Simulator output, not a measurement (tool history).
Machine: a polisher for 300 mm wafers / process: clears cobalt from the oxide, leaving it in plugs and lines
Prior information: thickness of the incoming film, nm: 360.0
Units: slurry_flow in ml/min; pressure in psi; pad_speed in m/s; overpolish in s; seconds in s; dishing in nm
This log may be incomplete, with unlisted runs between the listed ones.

Run 1, hour 0.0: slurry_flow 185 ml/min, pressure 1.4 psi, pad_speed 0.82 m/s, overpolish 19 s. Result: seconds 117.01 s, dishing 33.059 nm.
Run 2, hour 8.1: slurry_flow 185 ml/min, pressure 1.3 psi, pad_speed 0.82 m/s, overpolish 18 s. Result: seconds 126.04 s, dishing 33.250 nm.
Run 3, hour 16.2: slurry_flow 185 ml/min, pressure 1.3 psi, pad_speed 0.82 m/s, overpolish 16 s. Result: seconds 127.20 s, dishing 30.726 nm.
Run 4, hour 18.5: slurry_flow 185 ml/min, pressure 1.3 psi, pad_speed 0.72 m/s, overpolish 16 s. Result: seconds 141.79 s, dishing 27.297 nm.
Run 5, hour 19.2: slurry_flow 185 ml/min, pressure 1.3 psi, pad_speed 0.72 m/s, overpolish 15 s. Result: seconds 140.46 s, dishing 24.725 nm.
Run 6, hour 24.2: slurry_flow 185 ml/min, pressure 1.3 psi, pad_speed 0.72 m/s, overpolish 22 s. Result: seconds 140.91 s, dishing 34.341 nm.

For run 7, what comes out?
Run 7, hour 31.1: slurry_flow 185 ml/min, pressure 1.3 psi, pad_speed 0.72 m/s, overpolish 20 s. Result: seconds ?, dishing ?.

Run 7 came out at seconds 141.74 s, dishing 32.190 nm.
